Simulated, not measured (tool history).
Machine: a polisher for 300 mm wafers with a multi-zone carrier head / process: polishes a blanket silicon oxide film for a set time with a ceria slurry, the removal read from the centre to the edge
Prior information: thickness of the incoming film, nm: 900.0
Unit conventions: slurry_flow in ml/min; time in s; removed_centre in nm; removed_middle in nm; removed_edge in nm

{"run": 1, "hour": 0.0, "slurry_flow": 150, "centre_zone": 1.0, "middle_zone": 1.0, "edge_zone": 1.0, "time": 83, "removed_centre": 322.6, "removed_middle": 321.25, "removed_edge": 343.21}
{"run": 2, "hour": 5.7, "slurry_flow": 185, "centre_zone": 1.0, "middle_zone": 1.0, "edge_zone": 1.0, "time": 83, "removed_centre": 336.02, "removed_middle": 335.7, "removed_edge": 348.08}
{"run": 3, "hour": 14.1, "slurry_flow": 185, "centre_zone": 1.0, "middle_zone": 1.0, "edge_zone": 1.09, "time": 83, "removed_centre": 335.23, "removed_middle": 335.68, "removed_edge": 359.84}
{"run": 4, "hour": 15.2, "slurry_flow": 180, "centre_zone": 1.01, "middle_zone": 0.98, "edge_zone": 1.06, "time": 77, "removed_centre": 314.72, "removed_middle": 303.43, "removed_edge": 334.35}
{"run": 5, "hour": 19.3, "slurry_flow": 170, "centre_zone": 1.02, "middle_zone": 0.98, "edge_zone": 1.03, "time": 72, "removed_centre": 291.21, "removed_middle": 280.56, "removed_edge": 299.21}
{"hour": 26.4, "done": "edge zone pressure recalibrated"}
{"run": 6, "hour": 26.4, "slurry_flow": 170, "centre_zone": 1.11, "middle_zone": 0.98, "edge_zone": 1.03, "time": 72, "removed_centre": 319.02, "removed_middle": 281.13, "removed_edge": 285.72}
{"run": 7, "hour": 29.5, "slurry_flow": 170, "centre_zone": 1.11, "middle_zone": 0.97, "edge_zone": 1.02, "time": 68, "removed_centre": 298.46, "removed_middle": 264.23, "removed_edge": 282.51}
{"run": 8, "hour": 31.7, "slurry_flow": 170, "centre_zone": 1.11, "middle_zone": 0.97, "edge_zone": 1.02, "time": 68, "removed_centre": 299.74, "removed_middle": 262.88, "removed_edge": 274.02}
{"run": 9, "hour": 35.1, "slurry_flow": 165, "centre_zone": 1.11, "middle_zone": 0.96, "edge_zone": 1.01, "time": 65, "removed_centre": 286.61, "removed_middle": 255.93, "removed_edge": 259.9}
{"run": 10, "hour": 41.1, "slurry_flow": 160, "centre_zone": 1.11, "middle_zone": 0.94, "edge_zone": 1.02, "time": 62, "removed_centre": 265.25, "removed_middle": 234.93, "removed_edge": 246.39}
{"run": 11, "hour": 45.2, "slurry_flow": 155, "centre_zone": 1.12, "middle_zone": 0.92, "edge_zone": 1.02, "time": 60, "removed_centre": 262.26, "removed_middle": 223.28, "removed_edge": 233.75}
{"run": 12, "hour": 53.8, "slurry_flow": 115, "centre_zone": 1.04, "middle_zone": 0.82, "edge_zone": 1.01, "time": 45, "removed_centre": 166.51, "removed_middle": 138.72, "removed_edge": 171.37}
{"run": 13, "hour": 60.1, "slurry_flow": 125, "centre_zone": 1.04, "middle_zone": 0.82, "edge_zone": 1.0, "time": 45, "removed_centre": 174.19, "removed_middle": 143.11, "removed_edge": 170.7}
{"run": 14, "hour": 65.0, "slurry_flow": 130, "centre_zone": 1.04, "middle_zone": 0.82, "edge_zone": 1.0, "time": 45, "removed_centre": 173.54, "removed_middle": 144.81, "removed_edge": 175.13}
{"run": 15, "hour": 68.9, "slurry_flow": 135, "centre_zone": 1.05, "middle_zone": 0.82, "edge_zone": 0.99, "time": 45, "removed_centre": 176.27, "removed_middle": 141.99, "removed_edge": 173.51}

Run 16 has not been measured yet. What should we expect?
{"run": 16, "hour": 77.9, "slurry_flow": 140, "centre_zone": 1.05, "middle_zone": 0.83, "edge_zone": 0.98, "time": 45, "removed_centre": "?", "removed_middle": "?", "removed_edge": "?"}

Run 16 yielded removed_centre 179.54 nm, removed_middle 146.93 nm, removed_edge 173.40 nm.

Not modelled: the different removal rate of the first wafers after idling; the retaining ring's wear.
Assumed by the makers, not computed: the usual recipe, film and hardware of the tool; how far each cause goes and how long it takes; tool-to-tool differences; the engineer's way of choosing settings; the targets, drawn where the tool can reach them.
